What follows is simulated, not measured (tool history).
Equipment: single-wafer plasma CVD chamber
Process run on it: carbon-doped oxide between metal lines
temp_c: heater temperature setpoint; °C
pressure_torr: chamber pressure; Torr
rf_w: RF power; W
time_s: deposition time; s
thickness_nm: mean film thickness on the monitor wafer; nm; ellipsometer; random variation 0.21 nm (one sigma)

run	hour	temp_c	pressure_torr	rf_w	time_s	thickness_nm
1	0.0	345	5.44	670	12.05	76.921
2	4.5	345	5.00	670	12.05	75.609
3	10.9	348	4.75	645	12.05	71.625
4	14.4	348	4.75	645	12.05	71.831
5	20.1	351	4.54	635	12.05	69.859
6	26.8	353	4.36	625	12.05	68.095
7	30.9	353	4.36	625	12.05	68.464
8	39.0	355	4.20	610	12.05	66.295
9	43.8	357	4.07	600	12.05	64.459
10	49.5	358	3.96	595	12.05	63.105
11	51.5	359	3.86	595	12.05	62.829
12	53.1	368	3.26	530	12.05	53.721
13	58.7	356	3.45	530	12.05	55.726
14	67.0	355	3.51	530	12.05	55.557

Estimate the outcome of run 15 from the log above:
15	67.7	355	3.60	530	12.05	?

{"run 15": {"thickness_nm": 55.775}}
